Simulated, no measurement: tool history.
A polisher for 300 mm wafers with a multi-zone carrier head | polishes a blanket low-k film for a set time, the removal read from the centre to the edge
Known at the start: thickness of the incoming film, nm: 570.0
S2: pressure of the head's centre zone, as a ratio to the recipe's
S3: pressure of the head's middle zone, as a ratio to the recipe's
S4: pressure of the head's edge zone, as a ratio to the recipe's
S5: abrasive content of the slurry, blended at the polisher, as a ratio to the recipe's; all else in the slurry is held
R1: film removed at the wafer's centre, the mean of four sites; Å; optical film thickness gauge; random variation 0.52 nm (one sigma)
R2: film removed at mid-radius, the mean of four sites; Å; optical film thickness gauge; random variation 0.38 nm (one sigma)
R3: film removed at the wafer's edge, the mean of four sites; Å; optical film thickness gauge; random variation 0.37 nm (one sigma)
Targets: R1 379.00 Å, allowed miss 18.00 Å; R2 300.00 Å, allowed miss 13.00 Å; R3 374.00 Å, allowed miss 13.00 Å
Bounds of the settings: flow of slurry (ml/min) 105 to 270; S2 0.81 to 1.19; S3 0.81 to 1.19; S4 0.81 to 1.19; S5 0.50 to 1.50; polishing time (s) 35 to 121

Run 1, day 0.000: flow of slurry (ml/min) 175, S2 1.00, S3 1.00, S4 1.00, S5 1.00, polishing time (s) 78. Result: R1 253.24 Å, R2 258.37 Å, R3 264.73 Å.
Run 2, day 0.092: flow of slurry (ml/min) 175, S2 1.00, S3 1.00, S4 1.00, S5 1.00, polishing time (s) 87. Result: R1 288.99 Å, R2 284.71 Å, R3 294.22 Å.
Run 3, day 0.254: flow of slurry (ml/min) 180, S2 1.02, S3 0.98, S4 1.03, S5 1.05, polishing time (s) 87. Result: R1 304.80 Å, R2 292.45 Å, R3 299.52 Å.
Run 4, day 0.371: flow of slurry (ml/min) 165, S2 1.02, S3 0.94, S4 1.06, S5 1.10, polishing time (s) 90. Result: R1 314.73 Å, R2 285.25 Å, R3 322.50 Å.
Run 5, day 0.700: flow of slurry (ml/min) 165, S2 1.02, S3 0.94, S4 1.09, S5 1.10, polishing time (s) 90. Result: R1 317.44 Å, R2 294.03 Å, R3 322.85 Å.
Run 6, day 1.017: flow of slurry (ml/min) 165, S2 1.02, S3 0.94, S4 1.09, S5 1.10, polishing time (s) 76. Result: R1 270.07 Å, R2 250.08 Å, R3 277.53 Å.
Run 7, day 1.158: flow of slurry (ml/min) 165, S2 1.02, S3 0.94, S4 1.09, S5 1.10, polishing time (s) 76. Result: R1 273.04 Å, R2 249.01 Å, R3 272.56 Å.
Run 8, day 1.362: flow of slurry (ml/min) 160, S2 1.02, S3 0.92, S4 1.09, S5 1.20, polishing time (s) 79. Result: R1 281.58 Å, R2 262.95 Å, R3 289.99 Å.
Run 9, day 1.450: flow of slurry (ml/min) 155, S2 1.03, S3 0.90, S4 1.11, S5 1.25, polishing time (s) 82. Result: R1 304.45 Å, R2 264.28 Å, R3 313.72 Å.
Run 10, day 1.538: flow of slurry (ml/min) 160, S2 1.04, S3 0.89, S4 1.12, S5 1.30, polishing time (s) 83. Result: R1 315.20 Å, R2 276.67 Å, R3 321.92 Å.
Run 11, day 1.608: flow of slurry (ml/min) 160, S2 1.05, S3 0.88, S4 1.13, S5 1.35, polishing time (s) 84. Result: R1 318.45 Å, R2 279.78 Å, R3 332.24 Å.
Run 12, day 1.892: flow of slurry (ml/min) 160, S2 1.07, S3 0.87, S4 1.14, S5 1.40, polishing time (s) 85. Result: R1 337.61 Å, R2 280.95 Å, R3 345.35 Å.
Run 13, day 2.158: flow of slurry (ml/min) 165, S2 1.08, S3 0.87, S4 1.15, S5 1.40, polishing time (s) 85. Result: R1 347.88 Å, R2 280.65 Å, R3 341.93 Å.
Run 14, day 2.508: flow of slurry (ml/min) 165, S2 1.08, S3 0.87, S4 1.16, S5 1.40, polishing time (s) 86. Result: R1 353.38 Å, R2 290.82 Å, R3 355.34 Å.
Run 15, day 2.779: flow of slurry (ml/min) 170, S2 1.08, S3 0.87, S4 1.17, S5 1.40, polishing time (s) 86. Result: R1 347.18 Å, R2 289.63 Å, R3 350.42 Å.
Run 16, day 2.821: flow of slurry (ml/min) 170, S2 1.09, S3 0.87, S4 1.17, S5 1.40, polishing time (s) 87. Result: R1 355.00 Å, R2 292.97 Å, R3 360.75 Å.
Run 17, day 3.146: flow of slurry (ml/min) 170, S2 1.10, S3 0.87, S4 1.17, S5 1.40, polishing time (s) 87. Result: R1 349.18 Å, R2 289.84 Å, R3 360.81 Å.
Run 18, day 3.429: flow of slurry (ml/min) 170, S2 1.10, S3 0.87, S4 1.17, S5 1.40, polishing time (s) 87. Result: R1 351.09 Å, R2 288.70 Å, R3 357.89 Å.

4 next moves are on the table. One of them brings every result within its allowed miss. Which?
Run A, day 3.712: flow of slurry (ml/min) 180, S2 0.98, S3 0.81, S4 1.19, S5 0.90, polishing time (s) 100. Result: R1 ?, R2 ?, R3 ?.
Run B, day 3.712: flow of slurry (ml/min) 130, S2 1.00, S3 0.85, S4 1.19, S5 1.25, polishing time (s) 94. Result: R1 ?, R2 ?, R3 ?.
Run C, day 3.712: flow of slurry (ml/min) 190, S2 1.04, S3 0.90, S4 1.05, S5 1.50, polishing time (s) 83. Result: R1 ?, R2 ?, R3 ?.
Run D, day 3.712: flow of slurry (ml/min) 150, S2 1.11, S3 0.85, S4 1.15, S5 1.25, polishing time (s) 96. Result: R1 ?, R2 ?, R3 ?.

move      R1      R2      R3
   A  313.09  277.61  351.38
   B  329.35  297.68  366.67
   C  336.64  303.82  332.61
   D  379.78  308.28  371.70
A: further off than the last run
B: further off than the last run
C: further off than the last run
D: meets every target
The right move is D.
